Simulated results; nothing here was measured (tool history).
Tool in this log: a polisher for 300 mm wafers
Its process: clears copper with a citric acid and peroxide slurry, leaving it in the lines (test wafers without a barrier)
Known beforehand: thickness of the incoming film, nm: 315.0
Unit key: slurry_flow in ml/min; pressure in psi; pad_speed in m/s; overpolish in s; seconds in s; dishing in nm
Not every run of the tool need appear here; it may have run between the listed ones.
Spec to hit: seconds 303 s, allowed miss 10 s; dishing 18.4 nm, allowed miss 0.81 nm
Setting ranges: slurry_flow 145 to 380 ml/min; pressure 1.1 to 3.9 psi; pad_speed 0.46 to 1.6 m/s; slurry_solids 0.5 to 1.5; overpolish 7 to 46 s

run    day  slurry_flow  pressure  pad_speed  slurry_solids  overpolish  seconds  dishing
  1      0          245       2.5       1.02              1          24   173.29    27.96
  2  0.083          245       2.8       1.02              1          24   160.87   30.229
  3  0.421          240       2.3       0.98              1          25   192.41   26.954
  4  0.546          240       1.9       0.94              1          25   229.14   22.735
  5   0.65          240       2.5       0.94              1          25   186.36   27.703
  6  1.021          240       2.5       0.94           0.85          25   189.72   26.988
  7  1.258          240       2.1       0.94           0.85          25   223.37   23.846
  8  1.462          240       1.8       0.94           0.85          25    242.3   21.805
  9  1.538          240       1.6       0.94           0.85          25   267.18   19.928
 10  1.679          240       1.5       0.94           0.85          25   279.89   19.256
 11  1.938          240       1.4       0.94           0.85          25   288.65    18.37

Pick the move, out of 4, that brings all results within their allowed miss; only one does.
  A  2.196          240       1.5       0.82           0.95          26        ?        ?
  B  2.196          250       1.5       0.94            0.8          28        ?        ?
  C  2.196          225       1.2       0.96            0.9          31        ?        ?
  D  2.196          205       1.5       0.98           0.85          21        ?        ?

move  seconds  dishing
   A   301.62    18.41
   B    276.4   21.147
   C   314.37   20.456
   D    272.3   16.685
A: all results land within tolerance of their targets
B: further off than the last run
C: the result that was furthest off in the last run now lies on the other side of its target
D: further off than the last run
The right move is A.
